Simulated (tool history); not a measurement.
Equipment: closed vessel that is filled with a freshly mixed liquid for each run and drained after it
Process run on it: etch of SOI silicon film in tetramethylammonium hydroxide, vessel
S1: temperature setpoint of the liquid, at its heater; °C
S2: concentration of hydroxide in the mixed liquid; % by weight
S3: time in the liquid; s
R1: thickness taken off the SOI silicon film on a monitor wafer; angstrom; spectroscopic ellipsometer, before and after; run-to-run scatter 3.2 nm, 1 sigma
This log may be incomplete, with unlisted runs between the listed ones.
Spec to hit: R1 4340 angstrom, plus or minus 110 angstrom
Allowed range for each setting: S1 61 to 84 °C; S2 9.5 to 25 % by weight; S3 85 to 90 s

run	day	S1	S2	S3	R1
1	0	74	17.5	85	6647.7
2	0.104	74	17.5	85	6757.3
3	0.2	72	17.5	85	6010.1
4	0.4	72	17.5	85	6051.5
5	0.733	70.5	17.5	85	5529.6
6	0.988	70.5	15	85	5786
7	1.117	69.5	15	85	5500.2
8	1.254	68.5	15	85	5139
9	1.508	68	15	85	5028.7
10	1.825	65	15	85	4186

Which one of the following 5 next-run settings gets every result inside its allowed miss? There is exactly one.
A	2.142	63	11	85	?
B	2.142	66	17	90	?
C	2.142	62	11	85	?
D	2.142	61	12	90	?
E	2.142	67	15	85	?

move	R1
A	4339.2
B	4577.2
C	4084.2
D	3935.6
E	4788.1
A: meets every target
B: moves the result that the last run missed by most past its target, out the other side
C: further off than the last run
D: further off than the last run
E: moves the result that the last run missed by most past its target, out the other side
So the answer is move A, the one that meets all the targets.
